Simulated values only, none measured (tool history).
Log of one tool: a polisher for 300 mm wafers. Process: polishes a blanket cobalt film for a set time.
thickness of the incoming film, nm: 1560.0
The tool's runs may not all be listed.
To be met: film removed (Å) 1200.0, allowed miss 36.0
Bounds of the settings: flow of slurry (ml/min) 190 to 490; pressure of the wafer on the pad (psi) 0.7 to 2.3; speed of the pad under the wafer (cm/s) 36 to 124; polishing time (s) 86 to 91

run	hour	flow of slurry (ml/min)	pressure of the wafer on the pad (psi)	speed of the pad under the wafer (cm/s)	polishing time (s)	film removed (Å)
1	0.0	315	1.5	80	86	2567.0
2	3.2	310	1.2	74	86	1921.3
3	5.4	310	1.0	70	86	1513.8
4	14.1	310	0.9	70	86	1380.4
5	20.1	310	0.9	70	86	1398.4
6	24.3	265	0.9	70	86	1370.8
7	32.8	265	0.9	70	86	1353.8
8	39.3	265	0.9	70	86	1347.1
9	41.2	250	0.9	70	86	1348.7
10	48.5	245	0.9	70	86	1339.1
11	56.8	235	0.9	70	86	1337.0
12	61.3	230	0.9	70	86	1323.1
13	65.0	225	0.7	70	86	1046.0
14	70.1	260	0.7	70	86	1067.5
15	73.8	270	0.7	70	86	1070.2
16	79.5	275	0.7	70	86	1085.6
17	82.7	300	0.9	70	86	1364.3
18	91.5	290	0.9	70	86	1364.6
19	100.4	280	0.9	70	86	1346.8
20	102.2	275	0.9	70	86	1370.2

4 next moves are on the table. One of them brings every result within its allowed miss. Which?
A	104.0	350	0.7	72	91	?
B	104.0	205	0.8	76	86	?
C	104.0	360	1.0	58	86	?
D	104.0	335	0.8	74	86	?

move	film removed (Å)
A	1180.4
B	1266.7
C	1272.5
D	1294.6
A: meets every target
B: nearer than the last run, and not there yet
C: nearer than the last run, and not there yet
D: nearer than the last run, and not there yet
Answer: A
